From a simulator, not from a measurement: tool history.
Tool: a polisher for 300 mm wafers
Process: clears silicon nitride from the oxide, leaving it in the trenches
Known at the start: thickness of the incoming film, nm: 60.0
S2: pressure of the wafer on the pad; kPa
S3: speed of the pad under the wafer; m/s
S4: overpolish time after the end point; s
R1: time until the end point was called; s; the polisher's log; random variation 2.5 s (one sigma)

Run 1, hour 0.0: flow of slurry (ml/min) 180, S2 15.2 kPa, S3 1.10 m/s, S4 6 s. Result: R1 104.820 s.
Run 2, hour 3.6: flow of slurry (ml/min) 180, S2 14.5 kPa, S3 1.10 m/s, S4 6 s. Result: R1 109.190 s.
Run 3, hour 8.4: flow of slurry (ml/min) 210, S2 14.5 kPa, S3 1.10 m/s, S4 6 s. Result: R1 107.480 s.
Run 4, hour 9.0: flow of slurry (ml/min) 210, S2 13.8 kPa, S3 1.10 m/s, S4 6 s. Result: R1 112.380 s.
Run 5, hour 14.4: flow of slurry (ml/min) 210, S2 13.1 kPa, S3 1.10 m/s, S4 6 s. Result: R1 116.290 s.
Run 6, hour 19.5: flow of slurry (ml/min) 210, S2 13.1 kPa, S3 1.34 m/s, S4 6 s. Result: R1 98.844 s.
Run 7, hour 20.3: flow of slurry (ml/min) 210, S2 11.7 kPa, S3 1.32 m/s, S4 6 s. Result: R1 112.440 s.
Run 8, hour 22.5: flow of slurry (ml/min) 210, S2 11.0 kPa, S3 1.32 m/s, S4 6 s. Result: R1 117.180 s.

The next listed run, before its measurement:
Run 9, hour 27.5: flow of slurry (ml/min) 210, S2 10.3 kPa, S3 1.32 m/s, S4 6 s. Result: R1 ?.

R1: 125.120 s
